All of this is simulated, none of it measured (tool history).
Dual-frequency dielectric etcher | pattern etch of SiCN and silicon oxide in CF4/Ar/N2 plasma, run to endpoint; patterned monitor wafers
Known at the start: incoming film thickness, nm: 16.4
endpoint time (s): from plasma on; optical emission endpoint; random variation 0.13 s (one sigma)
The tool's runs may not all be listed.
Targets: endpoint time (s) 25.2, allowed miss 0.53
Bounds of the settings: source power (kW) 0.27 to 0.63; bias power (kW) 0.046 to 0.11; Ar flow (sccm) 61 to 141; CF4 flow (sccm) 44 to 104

Run 1, day 0: source power (kW) 0.45, bias power (kW) 0.078, Ar flow (sccm) 101, CF4 flow (sccm) 74. Result: endpoint time (s) 18.282.
Run 2, day 0.329: source power (kW) 0.52, bias power (kW) 0.078, Ar flow (sccm) 101, CF4 flow (sccm) 74. Result: endpoint time (s) 16.111.
Run 3, day 0.667: source power (kW) 0.47, bias power (kW) 0.077, Ar flow (sccm) 101, CF4 flow (sccm) 74. Result: endpoint time (s) 17.603.
Run 4, day 0.854: source power (kW) 0.47, bias power (kW) 0.077, Ar flow (sccm) 111, CF4 flow (sccm) 74. Result: endpoint time (s) 17.848.
Run 5, day 1.171: source power (kW) 0.47, bias power (kW) 0.077, Ar flow (sccm) 97, CF4 flow (sccm) 74. Result: endpoint time (s) 17.478.
Run 6, day 1.267: source power (kW) 0.47, bias power (kW) 0.077, Ar flow (sccm) 97, CF4 flow (sccm) 66. Result: endpoint time (s) 17.859.
Run 7, day 1.542: source power (kW) 0.47, bias power (kW) 0.077, Ar flow (sccm) 97, CF4 flow (sccm) 66. Result: endpoint time (s) 17.805.
Run 8, day 1.85: source power (kW) 0.47, bias power (kW) 0.077, Ar flow (sccm) 97, CF4 flow (sccm) 66. Result: endpoint time (s) 17.755.
Run 9, day 2.025: source power (kW) 0.43, bias power (kW) 0.076, Ar flow (sccm) 97, CF4 flow (sccm) 66. Result: endpoint time (s) 19.092.
Run 10, day 2.317: source power (kW) 0.4, bias power (kW) 0.075, Ar flow (sccm) 97, CF4 flow (sccm) 66. Result: endpoint time (s) 20.54.
Run 11, day 2.5: source power (kW) 0.38, bias power (kW) 0.075, Ar flow (sccm) 97, CF4 flow (sccm) 66. Result: endpoint time (s) 21.468.
Run 12, day 2.629: source power (kW) 0.36, bias power (kW) 0.075, Ar flow (sccm) 97, CF4 flow (sccm) 66. Result: endpoint time (s) 22.52.
Run 13, day 2.796: source power (kW) 0.35, bias power (kW) 0.075, Ar flow (sccm) 97, CF4 flow (sccm) 66. Result: endpoint time (s) 23.068.
Run 14, day 3.054: source power (kW) 0.34, bias power (kW) 0.075, Ar flow (sccm) 97, CF4 flow (sccm) 66. Result: endpoint time (s) 23.326.
Run 15, day 3.204: source power (kW) 0.33, bias power (kW) 0.075, Ar flow (sccm) 97, CF4 flow (sccm) 66. Result: endpoint time (s) 24.125.

4 next moves are on the table. One of them brings every result within its allowed miss. Which?
Run A, day 3.354: source power (kW) 0.37, bias power (kW) 0.068, Ar flow (sccm) 103, CF4 flow (sccm) 57. Result: endpoint time (s) ?.
Run B, day 3.354: source power (kW) 0.38, bias power (kW) 0.065, Ar flow (sccm) 99, CF4 flow (sccm) 69. Result: endpoint time (s) ?.
Run C, day 3.354: source power (kW) 0.32, bias power (kW) 0.082, Ar flow (sccm) 85, CF4 flow (sccm) 74. Result: endpoint time (s) ?.
Run D, day 3.354: source power (kW) 0.3, bias power (kW) 0.09, Ar flow (sccm) 141, CF4 flow (sccm) 82. Result: endpoint time (s) ?.

move  endpoint time (s)
   A             23.291
   B             22.437
   C             23.735
   D             25.371
A: further off than the last run
B: further off than the last run
C: further off than the last run
D: meets every target
Move D is the one to make.

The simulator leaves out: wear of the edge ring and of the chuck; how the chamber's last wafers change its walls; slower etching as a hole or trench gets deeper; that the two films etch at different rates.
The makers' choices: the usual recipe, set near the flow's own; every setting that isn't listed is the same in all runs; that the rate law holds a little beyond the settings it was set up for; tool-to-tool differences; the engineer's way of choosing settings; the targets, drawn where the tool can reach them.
